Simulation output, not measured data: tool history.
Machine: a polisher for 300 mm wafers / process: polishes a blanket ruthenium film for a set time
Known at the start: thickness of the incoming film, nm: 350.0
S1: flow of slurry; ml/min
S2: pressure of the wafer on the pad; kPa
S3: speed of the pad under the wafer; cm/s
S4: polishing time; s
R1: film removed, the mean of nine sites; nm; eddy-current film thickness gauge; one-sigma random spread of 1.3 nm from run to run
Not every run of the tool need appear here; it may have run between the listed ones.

run	hour	S1	S2	S3	S4	R1
1	0	190	17.9	78	116	143.88
2	5.7	200	19.3	78	116	152.46
3	11.9	200	20.7	78	116	160.07
4	13.4	200	20.7	78	116	160.24
5	19.2	200	20.7	70	116	144.7
6	25.6	200	22.1	70	116	148.97
7	27.1	205	23.4	70	116	158.64
8	31.2	215	26.9	70	116	178.46

Forecast run 9:
9	36.5	215	27.6	70	116	?

For run 9 the tool returned R1 179.66 nm.
